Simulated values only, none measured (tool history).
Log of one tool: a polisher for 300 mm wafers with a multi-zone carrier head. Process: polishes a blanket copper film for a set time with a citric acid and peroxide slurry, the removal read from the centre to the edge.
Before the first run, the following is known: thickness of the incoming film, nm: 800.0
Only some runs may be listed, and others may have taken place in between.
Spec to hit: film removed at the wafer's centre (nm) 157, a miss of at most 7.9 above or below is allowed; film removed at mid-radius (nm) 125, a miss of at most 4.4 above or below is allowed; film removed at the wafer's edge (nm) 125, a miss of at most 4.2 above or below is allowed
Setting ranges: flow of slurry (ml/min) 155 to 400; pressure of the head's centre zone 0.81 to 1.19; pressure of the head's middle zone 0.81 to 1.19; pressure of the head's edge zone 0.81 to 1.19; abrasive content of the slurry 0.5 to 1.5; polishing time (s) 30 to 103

| run | hour | flow of slurry (ml/min) | pressure of the head's centre zone | pressure of the head's middle zone | pressure of the head's edge zone | abrasive content of the slurry | polishing time (s) | film removed at the wafer's centre (nm) | film removed at mid-radius (nm) | film removed at the wafer's edge (nm) |
|---|---|---|---|---|---|---|---|---|---|---|
| 1 | 0 | 255 | 1 | 1 | 1 | 1 | 66 | 105.19 | 101.7 | 100.69 |
| 2 | 7.3 | 255 | 1 | 1 | 1 | 0.9 | 66 | 102.41 | 99.926 | 101 |
| 3 | 12.2 | 255 | 1 | 1.04 | 1 | 0.9 | 66 | 105.12 | 101.81 | 101.98 |
| 4 | 17.9 | 255 | 1 | 1.12 | 1 | 0.9 | 66 | 102.49 | 105.96 | 98.38 |
| 5 | 20 | 255 | 1 | 1.12 | 1.06 | 0.9 | 66 | 102.52 | 104.97 | 104.85 |
|  | 21.2 | worn pad replaced by a new one |
| 6 | 21.2 | 260 | 1.02 | 1.11 | 1.06 | 0.95 | 67 | 120.39 | 120.16 | 119.19 |
| 7 | 28.9 | 270 | 1.03 | 1.08 | 1.04 | 0.95 | 67 | 122.59 | 122.47 | 120.34 |
| 8 | 32.8 | 270 | 1.04 | 1.05 | 1.02 | 0.95 | 67 | 122.61 | 118.37 | 118.36 |
| 9 | 41.7 | 270 | 1.05 | 1.02 | 1 | 0.95 | 67 | 129.05 | 117.87 | 118.4 |
| 10 | 44.3 | 275 | 1.05 | 1 | 0.99 | 0.95 | 67 | 126.06 | 118.95 | 117.86 |
| 11 | 45.4 | 275 | 1.06 | 0.98 | 0.98 | 0.95 | 67 | 127.69 | 116.62 | 117.18 |
| 12 | 46.5 | 275 | 1.06 | 0.98 | 0.98 | 0.95 | 67 | 125.04 | 114.31 | 118.71 |
| 13 | 52.5 | 280 | 1.07 | 0.97 | 0.96 | 1 | 67 | 129.02 | 117.19 | 115.81 |

Which single option among these 5 for the next run brings every result within its allowed miss of target? Just one does.
| A | 58.5 | 265 | 0.81 | 0.87 | 1.19 | 0.75 | 70 | ? | ? | ? |
| B | 58.5 | 280 | 1.19 | 0.95 | 0.93 | 1.1 | 71 | ? | ? | ? |
| C | 58.5 | 355 | 0.86 | 0.96 | 1 | 1.05 | 72 | ? | ? | ? |
| D | 58.5 | 345 | 0.97 | 1.09 | 0.89 | 1.3 | 62 | ? | ? | ? |
| E | 58.5 | 290 | 0.91 | 1.02 | 0.96 | 0.9 | 70 | ? | ? | ? |

| move | film removed at the wafer's centre (nm) | film removed at mid-radius (nm) | film removed at the wafer's edge (nm) |
|---|---|---|---|
| A | 98.911 | 107.33 | 129.73 |
| B | 159.1 | 122.26 | 124.98 |
| C | 117.86 | 126.27 | 132.02 |
| D | 119.06 | 120.95 | 111.73 |
| E | 115.89 | 121.3 | 120.84 |
A: further off than the last run
B: every result within its allowed miss
C: further off than the last run
D: further off than the last run
E: further off than the last run
Move B is the one to make.

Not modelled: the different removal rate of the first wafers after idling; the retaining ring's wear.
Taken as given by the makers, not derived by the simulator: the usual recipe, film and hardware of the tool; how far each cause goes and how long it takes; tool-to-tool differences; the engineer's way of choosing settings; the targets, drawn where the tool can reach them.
